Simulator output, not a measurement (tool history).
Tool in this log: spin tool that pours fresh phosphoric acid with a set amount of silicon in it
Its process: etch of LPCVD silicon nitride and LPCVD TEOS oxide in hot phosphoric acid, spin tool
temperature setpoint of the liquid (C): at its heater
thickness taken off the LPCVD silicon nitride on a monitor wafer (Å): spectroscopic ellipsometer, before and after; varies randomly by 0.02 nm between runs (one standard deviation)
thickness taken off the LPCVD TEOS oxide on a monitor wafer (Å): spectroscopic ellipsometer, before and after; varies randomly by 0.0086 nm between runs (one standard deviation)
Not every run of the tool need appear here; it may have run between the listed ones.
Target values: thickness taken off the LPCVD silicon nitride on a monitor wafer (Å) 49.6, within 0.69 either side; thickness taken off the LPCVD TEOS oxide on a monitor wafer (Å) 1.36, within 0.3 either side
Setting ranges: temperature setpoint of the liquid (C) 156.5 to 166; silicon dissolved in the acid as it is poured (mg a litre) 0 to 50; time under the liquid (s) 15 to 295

run,day,temperature setpoint of the liquid (C),silicon dissolved in the acid as it is poured (mg a litre),time under the liquid (s),thickness taken off the LPCVD silicon nitride on a monitor wafer (Å),thickness taken off the LPCVD TEOS oxide on a monitor wafer (Å)
1,0,161,28.5,150,130.28,4.0862
2,0.146,161,42,150,130.17,1.8354
3,0.25,159.5,37.5,110,91.124,1.7702
4,0.562,160.5,37.5,110,94.611,1.6741
5,0.675,162,37.5,110,99.299,2.0003
6,0.738,160.5,35,85,72.725,1.383
7,0.771,159.5,31.5,75,62.499,1.5148
8,0.883,158.5,30.5,70,55.54,1.3643
9,1.058,158.5,30.5,70,56.019,1.4288
10,1.275,158,30,70,55.097,1.4124
11,1.442,157.5,29.5,70,54.011,1.4582
12,1.588,157,29.5,70,53.32,1.2904
13,1.896,157,28.5,70,53.491,1.3205
14,2.154,157,27.5,70,53.731,1.3961
15,2.25,156.5,25.5,60,44.963,1.2369
16,2.5,157,26,60,45.964,1.2517
17,2.675,157.5,26.5,60,46.166,1.3182
18,3.004,158,27.5,60,47.102,1.3105
19,3.279,158,27.5,60,47.285,1.493

Pick the move, out of 4, that brings all results within their allowed miss; only one does.
A,3.554,158.5,28,60,?,?
B,3.554,158,4.5,65,?,?
C,3.554,157.5,30,60,?,?
D,3.554,157,26.5,65,?,?

move,thickness taken off the LPCVD silicon nitride on a monitor wafer (Å),thickness taken off the LPCVD TEOS oxide on a monitor wafer (Å)
A,48.236,1.3551
B,51.378,2.645
C,46.628,1.1643
D,49.662,1.3849
A: closes in on the targets versus the last run, not all within tolerance yet
B: moves the result that the last run missed by most past its target, out the other side
C: further off than the last run
D: meets every target
The right move is D.
